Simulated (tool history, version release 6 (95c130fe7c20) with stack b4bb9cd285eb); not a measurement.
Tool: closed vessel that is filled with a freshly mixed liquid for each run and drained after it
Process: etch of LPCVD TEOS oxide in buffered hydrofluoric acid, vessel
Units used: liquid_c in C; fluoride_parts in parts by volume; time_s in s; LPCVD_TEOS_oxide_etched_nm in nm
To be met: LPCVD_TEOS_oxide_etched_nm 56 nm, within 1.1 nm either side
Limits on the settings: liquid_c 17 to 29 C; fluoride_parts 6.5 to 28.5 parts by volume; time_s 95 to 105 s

run,day,liquid_c,fluoride_parts,time_s,LPCVD_TEOS_oxide_etched_nm
1,0,21,17.5,95,70.225
2,0.142,20,17.5,95,66.624
3,0.454,20,17.5,95,66.298
4,0.546,23,17.5,95,78.345
5,0.654,21,17.5,95,70.507
6,0.867,21,17.5,95,69.724
7,1.175,20,17.5,95,66.537
8,1.208,17,18,95,54.273

Which of these 4 next moves meets every target?
A,1.242,17,19.5,100,?
B,1.242,17,19.5,95,?
C,1.242,17.5,19,100,?
D,1.242,17,18.5,95,?

move,LPCVD_TEOS_oxide_etched_nm
A,52.988
B,50.338
C,55.943
D,53.028
A: further off than the last run
B: further off than the last run
C: hits every target within its allowed miss
D: further off than the last run
C meets every target.
